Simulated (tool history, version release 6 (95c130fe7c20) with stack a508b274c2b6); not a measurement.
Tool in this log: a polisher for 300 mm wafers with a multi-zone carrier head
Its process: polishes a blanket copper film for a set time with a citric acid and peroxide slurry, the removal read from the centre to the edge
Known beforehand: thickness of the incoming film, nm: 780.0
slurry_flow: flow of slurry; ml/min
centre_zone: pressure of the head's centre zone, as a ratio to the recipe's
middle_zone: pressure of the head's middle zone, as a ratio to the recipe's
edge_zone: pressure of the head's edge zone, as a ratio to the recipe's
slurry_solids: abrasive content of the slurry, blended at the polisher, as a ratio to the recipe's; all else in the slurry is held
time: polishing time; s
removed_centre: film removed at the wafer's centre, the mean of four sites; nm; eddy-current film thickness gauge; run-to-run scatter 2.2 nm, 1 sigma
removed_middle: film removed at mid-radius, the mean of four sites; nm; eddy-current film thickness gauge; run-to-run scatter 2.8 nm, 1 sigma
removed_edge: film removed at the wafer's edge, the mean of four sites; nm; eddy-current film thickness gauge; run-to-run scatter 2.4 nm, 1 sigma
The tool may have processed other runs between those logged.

run	hour	slurry_flow	centre_zone	middle_zone	edge_zone	slurry_solids	time	removed_centre	removed_middle	removed_edge
1	0.0	160	1.00	1.00	1.00	1.00	52	153.84	152.15	157.01
2	3.1	160	1.00	1.00	1.05	1.00	52	155.68	151.33	157.79
3	9.0	160	1.08	1.00	1.05	1.00	52	166.97	152.79	158.72
4	17.0	130	1.08	1.00	1.05	1.00	52	159.87	145.56	155.80
5	23.2	130	1.06	0.99	1.07	1.15	55	176.20	163.04	168.63
6	23.8	130	1.06	0.99	1.07	1.15	60	187.28	171.36	186.38

The next listed run, before its measurement:
7	26.2	140	1.05	0.98	1.09	1.20	62	?	?	?

Run 7 measured removed_centre 194.43 nm, removed_middle 177.27 nm, removed_edge 200.27 nm.
